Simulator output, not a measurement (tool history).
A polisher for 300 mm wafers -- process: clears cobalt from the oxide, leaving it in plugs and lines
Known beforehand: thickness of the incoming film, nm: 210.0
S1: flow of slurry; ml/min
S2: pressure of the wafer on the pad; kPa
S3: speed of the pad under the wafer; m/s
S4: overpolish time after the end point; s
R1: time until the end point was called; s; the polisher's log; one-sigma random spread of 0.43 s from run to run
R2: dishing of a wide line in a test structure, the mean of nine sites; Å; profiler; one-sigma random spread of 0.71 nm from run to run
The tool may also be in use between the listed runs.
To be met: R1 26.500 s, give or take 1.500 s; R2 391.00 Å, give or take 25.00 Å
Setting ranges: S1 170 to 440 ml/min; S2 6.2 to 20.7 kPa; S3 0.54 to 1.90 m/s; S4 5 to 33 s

run,hour,S1,S2,S3,S4,R1,R2
1,0.0,280,13.1,1.22,17,47.737,370.79
2,0.9,280,11.0,1.22,17,53.348,351.94
3,3.0,280,11.0,1.22,10,55.285,282.84
4,4.0,280,13.1,1.22,10,47.702,305.07
5,12.9,280,15.2,1.26,10,42.607,319.85
6,14.6,280,16.5,1.34,10,37.828,335.62
7,22.9,280,17.9,1.40,10,32.653,359.35
8,24.0,280,20.7,1.42,10,29.660,358.19
# hour 31.7: worn pad replaced by a new one
9,31.7,280,20.7,1.42,10,27.700,370.08

Consider the 4 candidate settings below. Which is the only one whose results all fall within their allowed miss of target?
A,39.4,245,20.0,1.58,14,?,?
B,39.4,260,18.6,1.46,9,?,?
C,39.4,265,17.2,1.64,8,?,?
D,39.4,275,20.0,1.42,8,?,?

move,R1,R2
A,26.060,395.51
B,29.485,351.26
C,27.790,344.35
D,28.541,341.20
A: in spec on every target
B: moves away from the targets compared with the last run
C: moves away from the targets compared with the last run
D: moves away from the targets compared with the last run
Answer: A
